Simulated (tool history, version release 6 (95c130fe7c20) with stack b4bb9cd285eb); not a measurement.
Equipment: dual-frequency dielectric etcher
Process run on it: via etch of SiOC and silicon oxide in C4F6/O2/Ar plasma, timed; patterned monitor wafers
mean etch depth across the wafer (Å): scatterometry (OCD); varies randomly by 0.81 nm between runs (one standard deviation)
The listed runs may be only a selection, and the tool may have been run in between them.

run  hour  source power (W)  bias power (W)  etch time (s)  mean etch depth across the wafer (Å)
  1   0.0               330             202           97.5                                1080.5
  2   5.1               340             204           97.5                                1080.5
  3  12.8               390             204           97.5                                1147.2
  4  15.1               390             204           97.5                                1144.1
  5  22.0               400             206           97.5                                1168.2
  6  28.8               400             206           97.5                                1154.3
  7  30.9               400             208           97.5                                1178.4
  8  35.6               400             209           97.5                                1187.5
  9  38.7               410             211           97.5                                1178.7
 10  45.3               410             211           97.5                                1187.8
 11  51.5               410             211           97.5                                1183.8
 12  56.3               410             212           97.5                                1175.4

Predict the results of run 13:
 13  57.1               410             213           97.5                                     ?

Run 13 yielded mean etch depth across the wafer (Å) 1194.8.
